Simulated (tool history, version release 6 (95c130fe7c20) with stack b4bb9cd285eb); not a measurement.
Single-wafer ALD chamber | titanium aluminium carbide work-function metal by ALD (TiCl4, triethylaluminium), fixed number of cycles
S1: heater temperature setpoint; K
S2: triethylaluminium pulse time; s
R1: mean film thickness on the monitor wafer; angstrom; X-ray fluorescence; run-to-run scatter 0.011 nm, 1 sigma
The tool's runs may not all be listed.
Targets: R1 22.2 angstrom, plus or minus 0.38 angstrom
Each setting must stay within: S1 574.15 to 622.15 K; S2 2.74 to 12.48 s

run,hour,S1,S2,R1
1,0,598.15,7.61,19.994
2,7.9,598.15,8.5,20.316
3,10.5,601.15,8.68,20.745
4,18.9,592.15,8.68,19.97
5,27.9,595.15,8.87,20.07
6,36.6,595.15,7.15,19.208
7,45,595.15,7.15,19.599
8,45.9,598.15,7.46,19.895

Exactly one of the 4 candidate moves below puts every result within its allowed miss. Which one?
A,46.8,613.15,9.83,?
B,46.8,600.15,8.49,?
C,46.8,593.15,6.66,?
D,46.8,584.15,6.9,?

move,R1
A,22.247
B,20.576
C,18.924
D,18.301
A: hits every target within its allowed miss
B: nearer than the last run, and not there yet
C: moves away from the targets compared with the last run
D: moves away from the targets compared with the last run
A meets every target.

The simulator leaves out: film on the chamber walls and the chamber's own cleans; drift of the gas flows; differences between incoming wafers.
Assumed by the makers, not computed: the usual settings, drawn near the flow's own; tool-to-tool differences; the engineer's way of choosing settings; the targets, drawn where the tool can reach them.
